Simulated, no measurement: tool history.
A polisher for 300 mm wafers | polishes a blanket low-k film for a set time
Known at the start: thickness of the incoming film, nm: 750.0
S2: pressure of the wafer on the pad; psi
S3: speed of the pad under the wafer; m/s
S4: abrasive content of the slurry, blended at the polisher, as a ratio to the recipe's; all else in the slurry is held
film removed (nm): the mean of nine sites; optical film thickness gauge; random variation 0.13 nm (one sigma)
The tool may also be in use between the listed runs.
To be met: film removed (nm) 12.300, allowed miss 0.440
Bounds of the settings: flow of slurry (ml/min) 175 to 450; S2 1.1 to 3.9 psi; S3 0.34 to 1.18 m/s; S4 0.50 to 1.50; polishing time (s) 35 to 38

Run 1, hour 0.0: flow of slurry (ml/min) 290, S2 2.5 psi, S3 0.76 m/s, S4 1.00, polishing time (s) 38. Result: film removed (nm) 14.423.
Run 2, hour 0.9: flow of slurry (ml/min) 290, S2 2.5 psi, S3 0.76 m/s, S4 0.85, polishing time (s) 38. Result: film removed (nm) 13.685.
Run 3, hour 8.9: flow of slurry (ml/min) 290, S2 2.4 psi, S3 0.76 m/s, S4 0.85, polishing time (s) 38. Result: film removed (nm) 13.264.
Run 4, hour 16.1: flow of slurry (ml/min) 290, S2 2.4 psi, S3 0.76 m/s, S4 1.05, polishing time (s) 38. Result: film removed (nm) 14.479.
Run 5, hour 16.7: flow of slurry (ml/min) 290, S2 2.8 psi, S3 0.76 m/s, S4 1.05, polishing time (s) 38. Result: film removed (nm) 15.759.
Run 6, hour 22.2: flow of slurry (ml/min) 290, S2 3.2 psi, S3 0.76 m/s, S4 1.05, polishing time (s) 38. Result: film removed (nm) 17.508.
Run 7, hour 31.2: flow of slurry (ml/min) 290, S2 2.8 psi, S3 0.74 m/s, S4 1.05, polishing time (s) 38. Result: film removed (nm) 15.419.
Run 8, hour 34.8: flow of slurry (ml/min) 290, S2 2.6 psi, S3 0.74 m/s, S4 1.05, polishing time (s) 38. Result: film removed (nm) 14.626.
Run 9, hour 39.1: flow of slurry (ml/min) 290, S2 2.4 psi, S3 0.74 m/s, S4 1.05, polishing time (s) 38. Result: film removed (nm) 13.914.
Run 10, hour 45.9: flow of slurry (ml/min) 290, S2 2.3 psi, S3 0.74 m/s, S4 1.05, polishing time (s) 38. Result: film removed (nm) 13.523.
Run 11, hour 48.3: flow of slurry (ml/min) 290, S2 2.2 psi, S3 0.74 m/s, S4 1.05, polishing time (s) 38. Result: film removed (nm) 13.264.
Run 12, hour 53.3: flow of slurry (ml/min) 290, S2 2.1 psi, S3 0.74 m/s, S4 1.05, polishing time (s) 38. Result: film removed (nm) 12.727.

4 next moves are on the table. One of them brings every result within its allowed miss. Which?
Run A, hour 58.3: flow of slurry (ml/min) 270, S2 2.1 psi, S3 0.86 m/s, S4 0.90, polishing time (s) 36. Result: film removed (nm) ?.
Run B, hour 58.3: flow of slurry (ml/min) 320, S2 2.1 psi, S3 0.78 m/s, S4 1.05, polishing time (s) 38. Result: film removed (nm) ?.
Run C, hour 58.3: flow of slurry (ml/min) 325, S2 2.6 psi, S3 0.74 m/s, S4 0.90, polishing time (s) 36. Result: film removed (nm) ?.
Run D, hour 58.3: flow of slurry (ml/min) 255, S2 2.1 psi, S3 0.74 m/s, S4 1.05, polishing time (s) 37. Result: film removed (nm) ?.

move  film removed (nm)
   A             13.072
   B             13.649
   C             13.534
   D             12.468
A: further off than the last run
B: further off than the last run
C: further off than the last run
D: meets every target
The right move is D.
